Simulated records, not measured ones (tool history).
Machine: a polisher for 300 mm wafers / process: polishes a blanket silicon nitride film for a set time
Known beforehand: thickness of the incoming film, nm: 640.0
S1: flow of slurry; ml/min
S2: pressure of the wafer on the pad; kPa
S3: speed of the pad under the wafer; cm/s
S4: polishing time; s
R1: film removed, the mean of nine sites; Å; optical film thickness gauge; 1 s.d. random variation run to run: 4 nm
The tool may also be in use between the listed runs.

run 1 hour=0.0 | S1=145 S2=29.0 S3=84 S4=110 | R1=1954.0
run 2 hour=6.7 | S1=145 S2=29.0 S3=84 S4=116 | R1=2048.5
run 3 hour=15.7 | S1=145 S2=29.0 S3=84 S4=116 | R1=2037.3
run 4 hour=23.8 | S1=145 S2=29.0 S3=64 S4=116 | R1=1743.1
run 5 hour=32.0 | S1=175 S2=29.0 S3=64 S4=116 | R1=1767.2
run 6 hour=38.7 | S1=175 S2=33.1 S3=64 S4=116 | R1=2040.8
run 7 hour=47.1 | S1=175 S2=35.2 S3=64 S4=116 | R1=2124.2
run 8 hour=54.2 | S1=175 S2=37.2 S3=64 S4=116 | R1=2158.0
run 9 hour=61.2 | S1=175 S2=39.3 S3=66 S4=116 | R1=2345.1
run 10 hour=64.8 | S1=175 S2=40.7 S3=68 S4=116 | R1=2383.8

Run 11 comes next. What will it give?
run 11 hour=65.8 | S1=175 S2=42.1 S3=70 S4=116 | R1=?

Run 11 produced R1 2614.6 Å.
